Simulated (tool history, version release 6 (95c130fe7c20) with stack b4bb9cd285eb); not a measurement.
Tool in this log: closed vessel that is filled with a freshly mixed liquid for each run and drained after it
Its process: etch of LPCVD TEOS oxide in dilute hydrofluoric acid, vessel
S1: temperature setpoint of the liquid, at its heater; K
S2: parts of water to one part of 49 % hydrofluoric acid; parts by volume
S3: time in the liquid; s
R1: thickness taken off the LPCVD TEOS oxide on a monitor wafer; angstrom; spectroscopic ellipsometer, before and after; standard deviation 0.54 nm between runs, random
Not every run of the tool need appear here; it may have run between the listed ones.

run	hour	S1	S2	S3	R1
1	0	295.15	175	135	226.77
2	4.9	297.15	150	135	293.35
3	11.7	298.65	135	135	356.18
4	17.4	299.65	125	135	402.81
5	22.8	299.65	170	135	275.2
6	27	299.65	220	135	203.37
7	30.7	300.65	185	135	263.31
8	32.1	301.15	160	135	319.4
9	37.3	303.15	90	135	666
10	44.7	302.15	90	135	632.76

Run 11 comes next. What will it give?
11	52.2	301.65	90	135	?

{"run 11": {"R1": 625.91}}
